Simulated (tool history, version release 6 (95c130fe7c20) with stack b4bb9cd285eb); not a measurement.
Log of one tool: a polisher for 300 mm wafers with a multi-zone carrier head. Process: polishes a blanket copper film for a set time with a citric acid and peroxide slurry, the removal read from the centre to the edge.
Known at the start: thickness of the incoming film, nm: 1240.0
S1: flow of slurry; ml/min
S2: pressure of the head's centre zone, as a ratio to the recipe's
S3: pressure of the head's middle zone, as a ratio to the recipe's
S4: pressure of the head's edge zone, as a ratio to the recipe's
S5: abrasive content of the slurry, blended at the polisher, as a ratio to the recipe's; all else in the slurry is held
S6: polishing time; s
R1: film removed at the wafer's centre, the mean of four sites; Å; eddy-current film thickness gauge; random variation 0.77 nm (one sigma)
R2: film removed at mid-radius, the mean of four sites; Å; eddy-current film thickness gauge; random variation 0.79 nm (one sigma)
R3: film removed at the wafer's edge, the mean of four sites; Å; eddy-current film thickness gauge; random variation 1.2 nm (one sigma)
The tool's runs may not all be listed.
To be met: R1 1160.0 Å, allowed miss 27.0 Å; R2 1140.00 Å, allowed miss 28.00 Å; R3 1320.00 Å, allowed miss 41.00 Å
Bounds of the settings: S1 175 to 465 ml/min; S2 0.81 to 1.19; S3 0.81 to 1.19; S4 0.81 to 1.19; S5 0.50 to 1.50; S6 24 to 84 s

run,hour,S1,S2,S3,S4,S5,S6,R1,R2,R3
1,0.0,295,1.00,1.00,1.00,1.00,54,1042.2,945.57,967.89
2,4.1,295,1.00,1.00,1.00,1.10,54,1029.5,962.48,958.21
3,5.9,295,0.97,0.98,1.06,1.10,58,1096.4,1025.30,1049.40
4,6.7,270,0.92,0.93,1.10,1.15,62,1091.1,1079.70,1155.30
5,14.6,270,0.92,0.93,1.07,1.15,62,1086.0,1061.90,1158.70
6,22.4,270,0.98,0.93,1.07,1.15,62,1159.4,1061.50,1148.90
7,26.3,255,0.96,0.90,1.08,1.25,64,1188.6,1072.40,1182.20
8,34.5,255,0.96,0.90,1.08,1.25,64,1185.7,1093.10,1194.10

Which of these 5 next moves meets every target?
A,42.7,245,0.99,0.92,1.03,1.35,62,?,?,?
B,42.7,300,0.87,0.93,1.07,1.30,64,?,?,?
C,42.7,175,0.90,0.90,1.15,0.95,74,?,?,?
D,42.7,235,0.82,0.85,1.12,1.20,70,?,?,?
E,42.7,225,0.82,0.91,1.07,1.00,74,?,?,?

move,R1,R2,R3
A,1180.1,1058.80,1153.00
B,1093.1,1120.10,1228.00
C,1140.3,1121.40,1324.50
D,1075.8,1122.60,1327.90
E,1099.8,1188.00,1328.70
A: further off than the last run
B: nearer than the last run, and not there yet
C: meets every target
D: brings the result that was furthest off to its target, and leaves another outside
E: brings the result that was furthest off to its target, and leaves another outside
Move C is the one to make.
